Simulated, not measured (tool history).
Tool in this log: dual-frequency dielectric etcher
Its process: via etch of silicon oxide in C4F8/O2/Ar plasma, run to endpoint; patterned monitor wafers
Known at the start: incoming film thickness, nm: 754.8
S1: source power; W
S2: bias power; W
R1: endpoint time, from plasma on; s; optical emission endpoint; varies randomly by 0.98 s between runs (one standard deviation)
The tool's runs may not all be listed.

Run 1, hour 0.0: S1 1520 W, S2 2001 W. Result: R1 171.52 s.
Run 2, hour 4.5: S1 1660 W, S2 2064 W. Result: R1 162.69 s.
Run 3, hour 7.3: S1 1660 W, S2 2233 W. Result: R1 155.97 s.
Run 4, hour 14.9: S1 1660 W, S2 2098 W. Result: R1 160.75 s.
At hour 17.0: bias power generator calibrated.
Run 5, hour 17.0: S1 1660 W, S2 1854 W. Result: R1 166.11 s.
Run 6, hour 24.6: S1 1760 W, S2 1854 W. Result: R1 160.66 s.
Run 7, hour 26.3: S1 1820 W, S2 1875 W. Result: R1 156.70 s.

Run 8 is up next; what results do you expect?
Run 8, hour 31.7: S1 1860 W, S2 1889 W. Result: R1 ?.

R1: 154.56 s
